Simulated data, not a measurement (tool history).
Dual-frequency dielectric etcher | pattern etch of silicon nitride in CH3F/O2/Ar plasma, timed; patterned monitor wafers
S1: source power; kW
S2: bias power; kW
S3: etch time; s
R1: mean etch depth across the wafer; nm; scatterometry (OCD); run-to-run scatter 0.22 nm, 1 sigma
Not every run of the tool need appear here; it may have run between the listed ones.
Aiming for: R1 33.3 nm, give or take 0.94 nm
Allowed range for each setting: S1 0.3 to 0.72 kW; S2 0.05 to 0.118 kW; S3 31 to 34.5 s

run  hour    S1     S2    S3      R1
  1     0  0.51  0.084  34.5  29.028
  2   3.5  0.55  0.086  34.5  30.249
  3  10.2  0.47  0.086  34.5  28.192
  4  18.4  0.51  0.088  34.5  29.479
  5  22.6  0.54   0.09  34.5  30.639
  6  24.2  0.47   0.09  34.5  28.473
  7  26.7  0.51  0.092  34.5  30.193
  8  34.3  0.53  0.093  34.5  30.717
  9    41  0.53  0.093  34.5  30.483
 10  42.8  0.55  0.094  34.5  31.178
 11  48.2  0.57  0.095  34.5  31.579
 12  57.1  0.58  0.096  34.5  31.971

Of the 5 settings listed for the next run, only one would bring every result within its allowed miss of target. Which one?
  A    66  0.62  0.093    32   ?
  B    66  0.59  0.092  33.5   ?
  C    66  0.56   0.09  33.5   ?
  D    66  0.54  0.104    32   ?
  E    66  0.61  0.106  33.5   ?

move      R1
   A  30.586
   B  31.186
   C  30.218
   D  29.772
   E  33.189
A: the biggest miss grows against the last run
B: the biggest miss grows against the last run
C: the biggest miss grows against the last run
D: the biggest miss grows against the last run
E: every result within its allowed miss
Correct choice: E, which meets every target
